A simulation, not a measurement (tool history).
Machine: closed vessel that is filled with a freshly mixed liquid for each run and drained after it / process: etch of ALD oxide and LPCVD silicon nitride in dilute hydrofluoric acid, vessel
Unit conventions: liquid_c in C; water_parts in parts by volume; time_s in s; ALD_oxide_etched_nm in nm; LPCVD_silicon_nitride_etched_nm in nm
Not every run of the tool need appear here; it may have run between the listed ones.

run	hour	liquid_c	water_parts	time_s	ALD_oxide_etched_nm	LPCVD_silicon_nitride_etched_nm
1	0	25	155	60	9.4948	0.20715
2	2.9	23	160	60	8.598	0.17096
3	8.3	23	190	60	6.9912	0.135
4	12.3	23	190	75	8.8461	0.15077
5	17.2	22.5	200	75	8.1766	0.16082
6	23.5	21.5	205	75	7.4239	0.12876
7	30.7	21	210	75	7.2484	0.12941

Run 8 has not been measured yet. What should we expect?
8	32	20.5	215	75	?	?

ALD_oxide_etched_nm: 6.8156 nm
LPCVD_silicon_nitride_etched_nm: 0.15896 nm
